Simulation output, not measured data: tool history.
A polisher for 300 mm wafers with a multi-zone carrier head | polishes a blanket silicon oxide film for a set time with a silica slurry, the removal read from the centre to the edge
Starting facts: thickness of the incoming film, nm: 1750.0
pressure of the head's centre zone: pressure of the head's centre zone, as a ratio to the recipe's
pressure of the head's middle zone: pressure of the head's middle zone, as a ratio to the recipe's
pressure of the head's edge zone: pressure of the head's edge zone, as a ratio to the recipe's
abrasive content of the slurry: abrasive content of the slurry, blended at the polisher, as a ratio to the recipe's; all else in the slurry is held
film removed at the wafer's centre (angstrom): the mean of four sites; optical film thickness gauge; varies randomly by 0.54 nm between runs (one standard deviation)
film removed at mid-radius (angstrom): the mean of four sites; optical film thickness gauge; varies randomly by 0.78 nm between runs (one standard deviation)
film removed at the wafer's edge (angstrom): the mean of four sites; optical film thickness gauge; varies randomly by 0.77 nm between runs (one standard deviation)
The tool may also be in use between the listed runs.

run,day,flow of slurry (ml/min),pressure of the head's centre zone,pressure of the head's middle zone,pressure of the head's edge zone,abrasive content of the slurry,polishing time (s),film removed at the wafer's centre (angstrom),film removed at mid-radius (angstrom),film removed at the wafer's edge (angstrom)
1,0,265,1,1,1,1,30,1239.2,1274.4,1254.6
2,0.288,260,0.97,1,0.97,0.9,28,1085.7,1160.4,1105.6
3,0.612,260,1.02,1,0.97,0.9,28,1130.9,1134.2,1110.5
4,0.858,260,1.02,1,0.91,0.9,28,1134.1,1152.5,1080.8
5,1,260,1.02,1,0.91,1,28,1186.7,1202.8,1117.3
6,1.321,320,1.02,1,0.91,1,28,1210.7,1193.7,1143.9

Forecast run 7:
7,1.458,310,0.98,0.99,0.89,0.9,26,?,?,?

Run 7 produced film removed at the wafer's centre (angstrom) 1044.4, film removed at mid-radius (angstrom) 1081, film removed at the wafer's edge (angstrom) 983.52.

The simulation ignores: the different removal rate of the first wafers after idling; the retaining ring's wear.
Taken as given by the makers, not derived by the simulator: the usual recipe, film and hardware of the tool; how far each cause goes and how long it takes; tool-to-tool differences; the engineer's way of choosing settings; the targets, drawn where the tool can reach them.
